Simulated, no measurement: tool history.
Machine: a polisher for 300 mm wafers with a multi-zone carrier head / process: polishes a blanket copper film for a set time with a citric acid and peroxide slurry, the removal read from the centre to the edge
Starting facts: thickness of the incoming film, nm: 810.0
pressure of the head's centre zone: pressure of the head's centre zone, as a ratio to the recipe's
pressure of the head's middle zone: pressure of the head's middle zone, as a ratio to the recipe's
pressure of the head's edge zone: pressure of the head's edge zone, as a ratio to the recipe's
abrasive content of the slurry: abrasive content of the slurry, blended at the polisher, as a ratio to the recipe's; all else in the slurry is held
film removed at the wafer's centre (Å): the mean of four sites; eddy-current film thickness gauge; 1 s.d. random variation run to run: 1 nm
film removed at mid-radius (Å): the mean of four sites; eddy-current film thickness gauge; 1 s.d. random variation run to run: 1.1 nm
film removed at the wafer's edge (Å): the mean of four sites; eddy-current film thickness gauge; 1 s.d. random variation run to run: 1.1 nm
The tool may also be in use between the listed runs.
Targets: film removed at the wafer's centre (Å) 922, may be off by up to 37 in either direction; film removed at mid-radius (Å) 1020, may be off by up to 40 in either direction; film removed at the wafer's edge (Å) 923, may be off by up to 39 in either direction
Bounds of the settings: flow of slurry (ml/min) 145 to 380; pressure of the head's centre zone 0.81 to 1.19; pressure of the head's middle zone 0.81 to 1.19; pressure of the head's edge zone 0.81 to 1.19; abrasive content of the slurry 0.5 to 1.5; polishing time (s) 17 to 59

run,hour,flow of slurry (ml/min),pressure of the head's centre zone,pressure of the head's middle zone,pressure of the head's edge zone,abrasive content of the slurry,polishing time (s),film removed at the wafer's centre (Å),film removed at mid-radius (Å),film removed at the wafer's edge (Å)
1,0,245,1,1,1,1,38,1349.4,1363.1,1331.9
2,3.7,245,0.99,1,0.99,0.95,37,1285.1,1312,1297.7
3,4.4,245,0.99,1.01,0.98,0.9,36,1225.1,1274.5,1217.1
4,5.7,245,0.99,1.01,0.93,0.9,36,1222.7,1258.7,1197.5
5,10,245,0.99,1.01,0.87,0.9,36,1245,1262,1150.8
6,13,245,0.99,1.01,0.81,0.9,36,1223.8,1259.1,1133.1
7,17.3,245,0.98,1.01,0.81,0.85,35,1179.5,1232.4,1082.5
8,19.6,245,0.97,1,0.81,0.8,35,1141.6,1176,1081.3
9,26.9,235,0.93,1.07,0.81,0.55,30,866.3,997.19,852.71
# hour 31: worn pad replaced by a new one
10,31,235,0.93,1.07,0.82,0.55,30,940.37,1060.8,913.22

Exactly one of the 5 candidate moves below puts every result within its allowed miss. Which one?
A,35.1,245,0.93,1.01,0.85,0.5,30,?,?,?
B,35.1,230,0.98,1.01,0.84,0.5,32,?,?,?
C,35.1,235,0.95,1.19,0.81,0.55,29,?,?,?
D,35.1,145,0.93,1.07,0.83,0.6,33,?,?,?
E,35.1,265,1,1.15,0.81,0.55,28,?,?,?

move,film removed at the wafer's centre (Å),film removed at mid-radius (Å),film removed at the wafer's edge (Å)
A,908.5,1016.4,920.74
B,1013,1075.6,971.58
C,910.68,1146.6,883.48
D,950.12,1126,980.63
E,939.9,1089.5,862.45
A: every result within its allowed miss
B: misses by more than the last run did
C: misses by more than the last run did
D: misses by more than the last run did
E: misses by more than the last run did
The move that meets every target is A.

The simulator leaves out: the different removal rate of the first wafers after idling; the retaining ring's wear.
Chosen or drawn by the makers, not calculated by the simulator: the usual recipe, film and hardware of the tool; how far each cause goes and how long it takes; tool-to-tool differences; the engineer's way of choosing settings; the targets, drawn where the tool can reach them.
